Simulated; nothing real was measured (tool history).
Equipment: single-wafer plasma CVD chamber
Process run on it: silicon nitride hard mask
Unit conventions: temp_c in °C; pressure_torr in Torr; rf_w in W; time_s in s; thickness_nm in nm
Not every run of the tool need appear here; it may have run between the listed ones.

run,hour,temp_c,pressure_torr,rf_w,time_s,thickness_nm
1,0,385,1.05,270,30.2,29.571
2,1.5,385,0.87,270,30.2,27.761
3,3.8,385,0.73,270,30.2,26.336
4,4.6,385,0.73,270,30.2,26.141
5,5.5,390,0.73,270,30.2,26.163
6,14.1,390,0.97,280,30.2,29.646

Run 7 comes next. What will it give?
7,20.4,390,1.13,285,30.2,?

thickness_nm: 31.51 nm
